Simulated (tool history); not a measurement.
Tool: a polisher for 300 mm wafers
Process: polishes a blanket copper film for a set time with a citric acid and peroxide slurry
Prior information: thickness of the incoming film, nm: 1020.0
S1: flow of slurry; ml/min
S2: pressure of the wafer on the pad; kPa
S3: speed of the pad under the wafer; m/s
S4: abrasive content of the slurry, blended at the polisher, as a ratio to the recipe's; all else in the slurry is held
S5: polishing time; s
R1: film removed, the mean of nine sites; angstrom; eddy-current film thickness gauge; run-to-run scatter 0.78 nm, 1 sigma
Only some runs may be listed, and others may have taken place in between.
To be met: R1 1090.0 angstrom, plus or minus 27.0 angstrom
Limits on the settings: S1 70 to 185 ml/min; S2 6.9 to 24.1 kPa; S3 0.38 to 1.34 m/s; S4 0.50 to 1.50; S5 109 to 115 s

| run | hour | S1 | S2 | S3 | S4 | S5 | R1 |
|---|---|---|---|---|---|---|---|
| 1 | 0.0 | 120 | 15.2 | 0.86 | 1.00 | 109 | 1194.1 |
| 2 | 4.4 | 120 | 15.2 | 0.86 | 0.90 | 109 | 1196.7 |
| 3 | 11.8 | 135 | 15.2 | 0.86 | 0.90 | 109 | 1226.3 |
| 4 | 19.7 | 155 | 15.2 | 0.86 | 0.90 | 109 | 1263.6 |
| 5 | 27.8 | 155 | 15.2 | 0.86 | 1.00 | 109 | 1268.6 |
| 6 | 29.1 | 145 | 15.2 | 0.86 | 1.00 | 109 | 1271.6 |
| 7 | 31.4 | 135 | 15.2 | 0.86 | 1.00 | 109 | 1239.4 |
| 8 | 32.3 | 105 | 14.5 | 0.86 | 1.00 | 109 | 1139.7 |

Exactly one of the 4 candidate moves below puts every result within its allowed miss. Which one?
| A | 33.2 | 100 | 17.9 | 0.72 | 0.90 | 115 | ? |
| B | 33.2 | 130 | 13.1 | 0.84 | 1.10 | 111 | ? |
| C | 33.2 | 125 | 15.9 | 0.80 | 0.80 | 112 | ? |
| D | 33.2 | 90 | 16.5 | 0.82 | 1.05 | 115 | ? |

| move | R1 |
|---|---|
| A | 1174.4 |
| B | 1095.9 |
| C | 1172.0 |
| D | 1232.7 |
A: its largest miss is bigger than the last run's
B: all results in spec
C: its largest miss is bigger than the last run's
D: its largest miss is bigger than the last run's
Answer: B

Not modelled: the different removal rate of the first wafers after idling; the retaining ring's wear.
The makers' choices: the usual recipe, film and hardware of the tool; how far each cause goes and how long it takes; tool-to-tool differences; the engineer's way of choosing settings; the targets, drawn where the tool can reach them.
